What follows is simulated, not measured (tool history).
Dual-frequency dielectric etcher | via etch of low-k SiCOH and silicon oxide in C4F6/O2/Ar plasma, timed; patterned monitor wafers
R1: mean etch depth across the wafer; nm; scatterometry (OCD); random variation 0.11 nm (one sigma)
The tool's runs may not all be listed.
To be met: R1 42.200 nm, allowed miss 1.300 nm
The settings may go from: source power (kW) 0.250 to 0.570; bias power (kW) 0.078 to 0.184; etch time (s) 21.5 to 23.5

{"run": 1, "hour": 0.0, "source power (kW)": 0.41, "bias power (kW)": 0.131, "etch time (s)": 23.5, "R1": 52.637}
{"run": 2, "hour": 3.4, "source power (kW)": 0.41, "bias power (kW)": 0.131, "etch time (s)": 23.5, "R1": 52.263}
{"run": 3, "hour": 11.0, "source power (kW)": 0.39, "bias power (kW)": 0.126, "etch time (s)": 23.0, "R1": 49.697}
{"run": 4, "hour": 12.8, "source power (kW)": 0.32, "bias power (kW)": 0.126, "etch time (s)": 23.0, "R1": 45.455}
{"run": 5, "hour": 14.1, "source power (kW)": 0.31, "bias power (kW)": 0.125, "etch time (s)": 23.0, "R1": 44.564}
{"run": 6, "hour": 18.6, "source power (kW)": 0.31, "bias power (kW)": 0.134, "etch time (s)": 23.0, "R1": 45.203}
{"run": 7, "hour": 21.0, "source power (kW)": 0.26, "bias power (kW)": 0.124, "etch time (s)": 22.5, "R1": 40.006}
{"run": 8, "hour": 23.2, "source power (kW)": 0.26, "bias power (kW)": 0.124, "etch time (s)": 22.5, "R1": 39.909}
{"run": 9, "hour": 31.7, "source power (kW)": 0.3, "bias power (kW)": 0.131, "etch time (s)": 23.0, "R1": 44.321}

4 next moves are on the table. One of them brings every result within its allowed miss. Which?
{"run": "A", "hour": 40.2, "source power (kW)": 0.3, "bias power (kW)": 0.138, "etch time (s)": 21.5, "R1": "?"}
{"run": "B", "hour": 40.2, "source power (kW)": 0.27, "bias power (kW)": 0.121, "etch time (s)": 22.0, "R1": "?"}
{"run": "C", "hour": 40.2, "source power (kW)": 0.3, "bias power (kW)": 0.108, "etch time (s)": 21.5, "R1": "?"}
{"run": "D", "hour": 40.2, "source power (kW)": 0.35, "bias power (kW)": 0.13, "etch time (s)": 23.5, "R1": "?"}

move=A R1=42.152
move=B R1=39.516
move=C R1=39.464
move=D R1=48.766
A: meets every target
B: takes the result that was furthest off past its target
C: takes the result that was furthest off past its target
D: further off than the last run
The right move is A.
